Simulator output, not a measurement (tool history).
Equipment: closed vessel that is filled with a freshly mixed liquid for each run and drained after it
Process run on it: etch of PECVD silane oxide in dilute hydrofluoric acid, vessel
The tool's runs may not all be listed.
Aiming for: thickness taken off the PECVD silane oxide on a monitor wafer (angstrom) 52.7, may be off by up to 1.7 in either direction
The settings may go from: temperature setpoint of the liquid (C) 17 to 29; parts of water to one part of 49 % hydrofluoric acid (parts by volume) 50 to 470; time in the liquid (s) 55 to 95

| run | hour | temperature setpoint of the liquid (C) | parts of water to one part of 49 % hydrofluoric acid (parts by volume) | time in the liquid (s) | thickness taken off the PECVD silane oxide on a monitor wafer (angstrom) |
|---|---|---|---|---|---|
| 1 | 0 | 21 | 260 | 95 | 71.564 |
| 2 | 1.5 | 21 | 260 | 95 | 71.051 |
| 3 | 6.7 | 23.5 | 260 | 95 | 78.728 |
| 4 | 13.3 | 23.5 | 310 | 95 | 62.019 |
| 5 | 20.8 | 23.5 | 310 | 55 | 35.559 |
| 6 | 22.8 | 23.5 | 310 | 95 | 62.185 |
| 7 | 30.4 | 23 | 310 | 95 | 60.368 |
| 8 | 34.3 | 22.5 | 310 | 95 | 59.592 |
| 9 | 37.3 | 22.5 | 315 | 95 | 58.625 |
| 10 | 44.2 | 22.5 | 320 | 95 | 58.173 |
| 11 | 45.5 | 22.5 | 325 | 95 | 55.582 |
| 12 | 49.2 | 22.5 | 330 | 95 | 54.698 |

Below are 5 possible settings for the next run. Only one of them brings all results inside the allowed miss of their targets. Which is it?
| A | 52.9 | 23 | 320 | 80 | ? |
| B | 52.9 | 25 | 330 | 90 | ? |
| C | 52.9 | 25.5 | 340 | 80 | ? |
| D | 52.9 | 18.5 | 325 | 95 | ? |
| E | 52.9 | 23 | 330 | 90 | ? |

| move | thickness taken off the PECVD silane oxide on a monitor wafer (angstrom) |
|---|---|
| A | 49.252 |
| B | 56.992 |
| C | 49.518 |
| D | 48.814 |
| E | 53.231 |
A: takes the biggest miss from the last run beyond its target
B: further off than the last run
C: takes the biggest miss from the last run beyond its target
D: takes the biggest miss from the last run beyond its target
E: each result inside its tolerance
E meets every target.
